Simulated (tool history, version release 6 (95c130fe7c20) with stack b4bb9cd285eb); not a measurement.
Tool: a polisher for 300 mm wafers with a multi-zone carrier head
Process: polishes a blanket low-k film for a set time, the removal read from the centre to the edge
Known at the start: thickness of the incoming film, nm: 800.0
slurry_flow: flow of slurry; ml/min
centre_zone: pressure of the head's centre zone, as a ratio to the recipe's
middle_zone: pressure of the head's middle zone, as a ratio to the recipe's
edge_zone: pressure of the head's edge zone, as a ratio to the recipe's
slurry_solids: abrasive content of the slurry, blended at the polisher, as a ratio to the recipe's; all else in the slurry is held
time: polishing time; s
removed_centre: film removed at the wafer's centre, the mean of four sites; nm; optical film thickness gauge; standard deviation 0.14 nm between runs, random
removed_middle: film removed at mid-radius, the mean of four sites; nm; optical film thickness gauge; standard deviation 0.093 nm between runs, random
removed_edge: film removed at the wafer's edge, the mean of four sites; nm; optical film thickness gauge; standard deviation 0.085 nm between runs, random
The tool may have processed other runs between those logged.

run  hour  slurry_flow  centre_zone  middle_zone  edge_zone  slurry_solids  time  removed_centre  removed_middle  removed_edge
  1   0.0          170         1.00         1.00       1.00           1.00    70          26.560          27.103        26.622
  2   3.8          165         1.00         0.97       0.98           0.90    65          23.733          23.706        23.261
  3  10.0          165         1.00         0.97       0.98           0.70    65          21.333          21.146        21.269
  4  12.6          165         1.00         0.97       0.98           0.55    65          19.335          19.306        19.226
  5  17.4          160         1.00         0.95       0.96           0.55    61          18.316          18.069        18.065
  6  23.2          155         1.00         0.93       0.95           0.55    58          16.810          16.529        16.687
  7  29.2          155         1.00         0.93       0.95           0.55    58          17.062          16.769        17.084
  8  31.9          150         1.01         0.91       0.94           0.55    56          16.968          15.719        16.505
  9  34.6          145         1.00         0.90       0.92           0.55    54          15.760          14.798        15.537
 10  36.2          140         1.00         0.89       0.90           0.55    53          15.410          14.504        15.227
 11  37.0          140         1.00         0.88       0.89           0.55    52          14.866          13.929        14.750
 12  41.0          140         1.00         0.87       0.88           0.55    51          15.267          13.721        14.533
 13  46.4          110         0.93         0.82       0.83           0.50    43          11.085          10.397        11.181
 14  54.9          120         0.94         0.82       0.83           0.50    43          11.372          10.172        11.288
 15  60.9          130         0.95         0.83       0.84           0.50    43          11.786          10.427        11.235
 16  67.1          125         0.96         0.84       0.85           0.50    43          11.567          10.719        11.358

Run 17 is up next; what results do you expect?
 17  72.4          130         0.97         0.84       0.87           0.50    43               ?               ?             ?

removed_centre: 11.694 nm
removed_middle: 10.617 nm
removed_edge: 11.633 nm
